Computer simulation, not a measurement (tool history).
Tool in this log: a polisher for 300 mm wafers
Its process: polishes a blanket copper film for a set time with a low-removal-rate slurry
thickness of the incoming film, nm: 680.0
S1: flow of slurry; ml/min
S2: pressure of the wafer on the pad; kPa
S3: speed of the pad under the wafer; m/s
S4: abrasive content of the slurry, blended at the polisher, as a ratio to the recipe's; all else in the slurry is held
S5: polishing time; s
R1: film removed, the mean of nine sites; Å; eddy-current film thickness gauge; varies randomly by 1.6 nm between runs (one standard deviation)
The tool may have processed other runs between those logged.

Run 1, hour 0.0: S1 180 ml/min, S2 18.6 kPa, S3 0.86 m/s, S4 1.0, S5 77 s. Result: R1 1804.2 Å.
Run 2, hour 2.9: S1 180 ml/min, S2 18.6 kPa, S3 0.86 m/s, S4 1.2, S5 77 s. Result: R1 1917.0 Å.
Run 3, hour 4.8: S1 180 ml/min, S2 18.6 kPa, S3 0.86 m/s, S4 1.1, S5 77 s. Result: R1 1822.6 Å.
Run 4, hour 13.3: S1 180 ml/min, S2 17.2 kPa, S3 0.86 m/s, S4 1.1, S5 77 s. Result: R1 1758.9 Å.
Run 5, hour 15.5: S1 180 ml/min, S2 15.9 kPa, S3 0.84 m/s, S4 1.1, S5 77 s. Result: R1 1531.0 Å.
Run 6, hour 20.3: S1 180 ml/min, S2 15.9 kPa, S3 0.84 m/s, S4 1.1, S5 81 s. Result: R1 1623.9 Å.
Run 7, hour 26.8: S1 180 ml/min, S2 14.5 kPa, S3 0.84 m/s, S4 1.1, S5 81 s. Result: R1 1489.6 Å.
Run 8, hour 30.2: S1 180 ml/min, S2 14.5 kPa, S3 0.84 m/s, S4 1.1, S5 81 s. Result: R1 1527.2 Å.
Run 9, hour 36.1: S1 180 ml/min, S2 13.8 kPa, S3 0.84 m/s, S4 1.1, S5 81 s. Result: R1 1439.9 Å.
Run 10, hour 42.3: S1 180 ml/min, S2 13.1 kPa, S3 0.84 m/s, S4 1.1, S5 81 s. Result: R1 1375.1 Å.

Run 11 is up next; what results do you expect?
Run 11, hour 48.7: S1 180 ml/min, S2 12.4 kPa, S3 0.84 m/s, S4 1.1, S5 81 s. Result: R1 ?.

{"run 11": {"R1": 1289.8}}
